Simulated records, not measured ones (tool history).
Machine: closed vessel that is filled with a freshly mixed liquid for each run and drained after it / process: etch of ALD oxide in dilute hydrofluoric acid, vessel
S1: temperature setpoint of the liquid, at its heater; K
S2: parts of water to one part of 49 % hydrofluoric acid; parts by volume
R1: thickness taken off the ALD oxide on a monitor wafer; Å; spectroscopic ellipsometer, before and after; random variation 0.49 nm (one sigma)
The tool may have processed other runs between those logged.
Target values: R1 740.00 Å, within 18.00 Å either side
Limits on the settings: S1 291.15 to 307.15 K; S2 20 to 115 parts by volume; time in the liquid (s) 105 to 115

run 1 hour=0.0 | S1=299.15 S2=65 time_in_the_liquid_(s)=105 | R1=483.65
run 2 hour=6.4 | S1=299.15 S2=50 time_in_the_liquid_(s)=105 | R1=641.93
run 3 hour=8.4 | S1=299.65 S2=50 time_in_the_liquid_(s)=105 | R1=658.92
run 4 hour=15.5 | S1=299.65 S2=30 time_in_the_liquid_(s)=105 | R1=1135.60
run 5 hour=22.9 | S1=299.65 S2=30 time_in_the_liquid_(s)=105 | R1=1132.90
run 6 hour=25.1 | S1=301.15 S2=30 time_in_the_liquid_(s)=105 | R1=1200.00
run 7 hour=28.4 | S1=299.65 S2=30 time_in_the_liquid_(s)=105 | R1=1133.00
run 8 hour=36.2 | S1=298.65 S2=30 time_in_the_liquid_(s)=105 | R1=1086.70
run 9 hour=40.0 | S1=297.65 S2=30 time_in_the_liquid_(s)=105 | R1=1039.70
run 10 hour=42.9 | S1=296.65 S2=30 time_in_the_liquid_(s)=105 | R1=1012.00

Consider the 5 candidate settings below. Which is the only one whose results all fall within their allowed miss of target?
run A hour=45.8 | S1=297.65 S2=40 time_in_the_liquid_(s)=105 | R1=?
run B hour=45.8 | S1=294.65 S2=35 time_in_the_liquid_(s)=105 | R1=?
run C hour=45.8 | S1=296.65 S2=40 time_in_the_liquid_(s)=105 | R1=?
run D hour=45.8 | S1=295.15 S2=35 time_in_the_liquid_(s)=105 | R1=?
run E hour=45.8 | S1=295.65 S2=40 time_in_the_liquid_(s)=115 | R1=?

move=A R1=778.22
move=B R1=789.51
move=C R1=746.60
move=D R1=806.41
move=E R1=784.22
A: nearer the targets than the last run, but a result is still out of spec
B: nearer the targets than the last run, but a result is still out of spec
C: all results in spec
D: nearer the targets than the last run, but a result is still out of spec
E: nearer the targets than the last run, but a result is still out of spec
So the answer is move C, the one that meets all the targets.

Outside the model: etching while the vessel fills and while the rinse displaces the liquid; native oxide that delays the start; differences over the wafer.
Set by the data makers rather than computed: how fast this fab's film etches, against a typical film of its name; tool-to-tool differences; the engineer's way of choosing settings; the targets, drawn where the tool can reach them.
